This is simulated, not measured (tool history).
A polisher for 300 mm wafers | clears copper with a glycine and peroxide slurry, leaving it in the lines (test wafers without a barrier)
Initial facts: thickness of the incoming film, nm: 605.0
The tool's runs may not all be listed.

run	hour	flow of slurry (ml/min)	pressure of the wafer on the pad (psi)	speed of the pad under the wafer (m/s)	overpolish time after the end point (s)	time until the end point was called (s)	dishing of a wide line in a test structure (nm)
1	0.0	240	2.0	1.22	16	124.330	48.101
2	9.0	240	2.1	1.22	17	122.940	51.535
3	12.3	240	2.1	1.22	10	121.670	35.327
4	13.2	240	2.4	1.22	10	107.650	39.217
5	20.0	240	2.4	1.46	10	95.002	43.286
6	21.3	240	2.4	1.22	10	108.880	39.150
7	29.1	240	2.4	1.26	11	106.810	42.444
8	31.2	240	2.5	1.28	12	99.921	47.341
9	36.4	240	2.6	1.28	13	99.606	50.689

What will run 10 give?
10	39.3	240	2.7	1.30	14	?	?

time until the end point was called (s): 92.886
dishing of a wide line in a test structure (nm): 54.744
